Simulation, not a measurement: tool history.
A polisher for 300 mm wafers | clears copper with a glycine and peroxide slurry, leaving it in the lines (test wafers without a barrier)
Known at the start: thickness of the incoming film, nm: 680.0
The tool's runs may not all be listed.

run    day  flow of slurry (ml/min)  pressure of the wafer on the pad (kPa)  speed of the pad under the wafer (cm/s)  overpolish time after the end point (s)  time until the end point was called (s)  dishing of a wide line in a test structure (nm)
  1  0.000                      130                                    17.2                                      108                                       10                                   181.19                                           24.536
  2  0.167                      135                                    17.9                                      108                                       10                                   172.92                                           26.118
  3  0.483                      140                                    18.6                                      108                                       10                                   168.90                                           26.821
  4  0.662                      140                                    19.3                                      108                                       10                                   165.14                                           26.710
     0.700  -- worn pad replaced by a new one
  5  0.700                      140                                    20.0                                      108                                       10                                   143.89                                           29.662
  6  0.725                      140                                    20.0                                      108                                       12                                   143.23                                           36.065
  7  0.933                      140                                    20.7                                      108                                       12                                   139.41                                           35.945

The next listed run, before its measurement:
  8  1.017                      150                                    22.1                                      108                                       11                                        ?                                                ?

{"run 8": {"time until the end point was called (s)": 130.51, "dishing of a wide line in a test structure (nm)": 36.885}}
